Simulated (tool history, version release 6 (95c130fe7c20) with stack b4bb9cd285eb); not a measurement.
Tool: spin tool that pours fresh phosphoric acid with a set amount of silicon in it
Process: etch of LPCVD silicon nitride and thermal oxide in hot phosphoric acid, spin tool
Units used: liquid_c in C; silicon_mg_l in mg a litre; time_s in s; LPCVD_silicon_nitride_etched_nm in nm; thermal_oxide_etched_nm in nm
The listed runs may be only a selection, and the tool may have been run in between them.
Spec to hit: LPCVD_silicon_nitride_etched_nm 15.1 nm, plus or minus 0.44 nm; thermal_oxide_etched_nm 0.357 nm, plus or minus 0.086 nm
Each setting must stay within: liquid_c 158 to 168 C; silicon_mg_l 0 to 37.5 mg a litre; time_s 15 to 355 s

run,day,liquid_c,silicon_mg_l,time_s,LPCVD_silicon_nitride_etched_nm,thermal_oxide_etched_nm
1,0,163,16.5,180,17.643,0.42338
2,0.367,162,15.5,175,16.702,0.41934
3,0.604,162,22.5,175,16.654,0.34354
4,0.667,161.5,21,175,16.297,0.29191
5,0.875,161.5,18.5,170,15.848,0.35996
6,1.075,161.5,22,170,15.967,0.30695
7,1.392,161.5,20,170,15.921,0.30508
8,1.658,161.5,18,170,15.995,0.3518
9,1.721,161,17,170,15.682,0.3683

Which single option among these 4 for the next run brings every result within its allowed miss of target? Just one does.
A,1.783,160,12.5,170,?,?
B,1.783,162,16.5,170,?,?
C,1.783,161,17,175,?,?
D,1.783,160,12,185,?,?

move,LPCVD_silicon_nitride_etched_nm,thermal_oxide_etched_nm
A,15.197,0.3557
B,16.248,0.37344
C,16.177,0.35251
D,16.538,0.39164
A: every result lands within tolerance
B: moves away from the targets compared with the last run
C: moves away from the targets compared with the last run
D: moves away from the targets compared with the last run
The right move is A.

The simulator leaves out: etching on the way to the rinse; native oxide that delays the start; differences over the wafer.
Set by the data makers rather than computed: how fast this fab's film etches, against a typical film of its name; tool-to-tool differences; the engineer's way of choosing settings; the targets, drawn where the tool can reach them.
